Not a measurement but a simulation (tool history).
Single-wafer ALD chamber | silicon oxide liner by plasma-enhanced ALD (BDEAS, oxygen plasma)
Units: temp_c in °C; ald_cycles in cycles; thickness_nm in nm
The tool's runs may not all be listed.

| run | day | temp_c | ald_cycles | thickness_nm |
|---|---|---|---|---|
| 1 | 0.000 | 320 | 71 | 6.0746 |
| 2 | 0.188 | 319 | 75 | 6.3966 |
| 3 | 0.475 | 319 | 78 | 6.6744 |
| 4 | 0.550 | 319 | 80 | 6.8137 |
| 5 | 0.679 | 318 | 82 | 6.9456 |
| 6 | 0.708 | 318 | 72 | 6.2050 |
| 7 | 0.996 | 315 | 76 | 6.5625 |
| 8 | 1.096 | 312 | 78 | 6.7004 |

Run 9 comes next. What will it give?
| 9 | 1.296 | 312 | 80 | ? |

Run 9 gave thickness_nm 6.8566 nm.
